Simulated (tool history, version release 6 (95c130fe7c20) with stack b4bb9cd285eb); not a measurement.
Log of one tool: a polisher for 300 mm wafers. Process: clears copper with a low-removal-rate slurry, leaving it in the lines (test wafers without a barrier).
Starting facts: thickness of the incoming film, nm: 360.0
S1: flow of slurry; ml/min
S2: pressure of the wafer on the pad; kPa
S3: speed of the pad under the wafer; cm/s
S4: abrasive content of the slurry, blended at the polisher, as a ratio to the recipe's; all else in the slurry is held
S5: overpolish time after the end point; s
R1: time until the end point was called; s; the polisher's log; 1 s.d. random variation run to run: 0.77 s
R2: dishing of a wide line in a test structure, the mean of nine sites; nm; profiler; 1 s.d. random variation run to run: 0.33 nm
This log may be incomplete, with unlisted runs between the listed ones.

run    day   S1    S2   S3    S4  S5      R1      R2
  1      0  320  27.6  112     1  29  96.475  50.126
  2  0.029  350  25.5  124   1.1  26  87.931  48.507
  3  0.354  375  23.4  132  1.15  23  88.497  45.777
  4  0.538  395  22.1  140   1.2  21  85.723  44.868
  5  0.779  395  18.6  140   1.2  21  97.034  40.704
  6  0.854  410  17.9  146  1.25  19  95.104  38.881
  7  1.175  425  17.9  152   1.3  17  89.496  37.247
  8  1.467  435  17.9  156  1.35  16  87.729  36.923
  9  1.742  445  17.9  160   1.4  15  83.027  36.464
 10  2.054  495  17.9  176   1.5   9  73.358   27.47

What will run 11 give?
 11  2.283  490  18.6  176  1.5   9   ?   ?

R1: 73.06 s
R2: 28.442 nm

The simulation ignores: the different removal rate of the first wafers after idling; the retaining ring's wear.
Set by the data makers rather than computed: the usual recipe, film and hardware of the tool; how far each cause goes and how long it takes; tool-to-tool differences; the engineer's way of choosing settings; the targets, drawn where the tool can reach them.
